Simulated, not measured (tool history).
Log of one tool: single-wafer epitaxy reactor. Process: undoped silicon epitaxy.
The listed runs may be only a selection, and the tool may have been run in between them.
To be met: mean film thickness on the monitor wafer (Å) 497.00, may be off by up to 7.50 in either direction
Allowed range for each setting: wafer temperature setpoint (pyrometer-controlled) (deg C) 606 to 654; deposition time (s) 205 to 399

| run | hour | wafer temperature setpoint (pyrometer-controlled) (deg C) | deposition time (s) | mean film thickness on the monitor wafer (Å) |
|---|---|---|---|---|
| 1 | 0.0 | 630 | 302 | 321.13 |
| 2 | 7.5 | 634 | 302 | 354.48 |
| 3 | 9.5 | 637 | 302 | 385.36 |
| 4 | 11.1 | 628 | 302 | 302.74 |
| 5 | 16.2 | 628 | 260 | 261.35 |
| 6 | 17.8 | 634 | 260 | 306.67 |
| 7 | 18.6 | 638 | 260 | 339.99 |
| 8 | 25.1 | 638 | 260 | 342.01 |
| 9 | 32.0 | 641 | 260 | 368.89 |

Of the 5 settings listed for the next run, only one would bring every result within its allowed miss of target. Which one?
| A | 38.9 | 651 | 317 | ? |
| B | 38.9 | 639 | 240 | ? |
| C | 38.9 | 643 | 285 | ? |
| D | 38.9 | 653 | 262 | ? |
| E | 38.9 | 647 | 314 | ? |

| move | mean film thickness on the monitor wafer (Å) |
|---|---|
| A | 571.87 |
| B | 320.76 |
| C | 421.37 |
| D | 496.45 |
| E | 513.06 |
A: carries the result that was furthest off beyond its target, to the other side
B: further off than the last run
C: nearer the targets than the last run, but a result is still out of spec
D: every result within its allowed miss
E: carries the result that was furthest off beyond its target, to the other side
The right move is D.

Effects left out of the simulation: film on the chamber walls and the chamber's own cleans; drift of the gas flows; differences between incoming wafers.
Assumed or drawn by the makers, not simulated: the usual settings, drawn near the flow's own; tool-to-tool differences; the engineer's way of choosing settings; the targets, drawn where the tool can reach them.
